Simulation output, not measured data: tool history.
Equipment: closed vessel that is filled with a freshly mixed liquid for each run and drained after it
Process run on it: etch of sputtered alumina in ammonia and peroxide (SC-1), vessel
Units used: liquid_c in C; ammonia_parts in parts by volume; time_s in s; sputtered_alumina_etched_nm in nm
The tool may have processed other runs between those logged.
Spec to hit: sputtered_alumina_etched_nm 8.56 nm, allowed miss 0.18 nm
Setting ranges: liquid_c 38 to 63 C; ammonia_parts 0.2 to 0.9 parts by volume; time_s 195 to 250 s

{"run": 1, "hour": 0.0, "liquid_c": 47, "ammonia_parts": 0.5, "time_s": 250, "sputtered_alumina_etched_nm": 14.119}
{"run": 2, "hour": 7.2, "liquid_c": 47, "ammonia_parts": 0.4, "time_s": 250, "sputtered_alumina_etched_nm": 13.98}
{"run": 3, "hour": 10.2, "liquid_c": 47, "ammonia_parts": 0.4, "time_s": 195, "sputtered_alumina_etched_nm": 10.867}
{"run": 4, "hour": 19.1, "liquid_c": 47, "ammonia_parts": 0.3, "time_s": 195, "sputtered_alumina_etched_nm": 10.503}
{"run": 5, "hour": 20.5, "liquid_c": 46, "ammonia_parts": 0.3, "time_s": 195, "sputtered_alumina_etched_nm": 9.9437}
{"run": 6, "hour": 27.8, "liquid_c": 45, "ammonia_parts": 0.3, "time_s": 195, "sputtered_alumina_etched_nm": 9.392}
{"run": 7, "hour": 35.0, "liquid_c": 44.5, "ammonia_parts": 0.3, "time_s": 195, "sputtered_alumina_etched_nm": 9.0822}
{"run": 8, "hour": 42.4, "liquid_c": 44, "ammonia_parts": 0.3, "time_s": 195, "sputtered_alumina_etched_nm": 8.8866}

Exactly one of the 5 candidate moves below puts every result within its allowed miss. Which one?
{"run": "A", "hour": 49.8, "liquid_c": 39, "ammonia_parts": 0.3, "time_s": 250, "sputtered_alumina_etched_nm": "?"}
{"run": "B", "hour": 49.8, "liquid_c": 40.5, "ammonia_parts": 0.25, "time_s": 245, "sputtered_alumina_etched_nm": "?"}
{"run": "C", "hour": 49.8, "liquid_c": 44.5, "ammonia_parts": 0.3, "time_s": 195, "sputtered_alumina_etched_nm": "?"}
{"run": "D", "hour": 49.8, "liquid_c": 43, "ammonia_parts": 0.35, "time_s": 205, "sputtered_alumina_etched_nm": "?"}
{"run": "E", "hour": 49.8, "liquid_c": 44, "ammonia_parts": 0.35, "time_s": 200, "sputtered_alumina_etched_nm": "?"}

move=A sputtered_alumina_etched_nm=8.5029
move=B sputtered_alumina_etched_nm=8.9484
move=C sputtered_alumina_etched_nm=9.1415
move=D sputtered_alumina_etched_nm=8.9469
move=E sputtered_alumina_etched_nm=9.2463
A: each result inside its tolerance
B: the biggest miss grows against the last run
C: the biggest miss grows against the last run
D: the biggest miss grows against the last run
E: the biggest miss grows against the last run
Go with A: it meets all targets.

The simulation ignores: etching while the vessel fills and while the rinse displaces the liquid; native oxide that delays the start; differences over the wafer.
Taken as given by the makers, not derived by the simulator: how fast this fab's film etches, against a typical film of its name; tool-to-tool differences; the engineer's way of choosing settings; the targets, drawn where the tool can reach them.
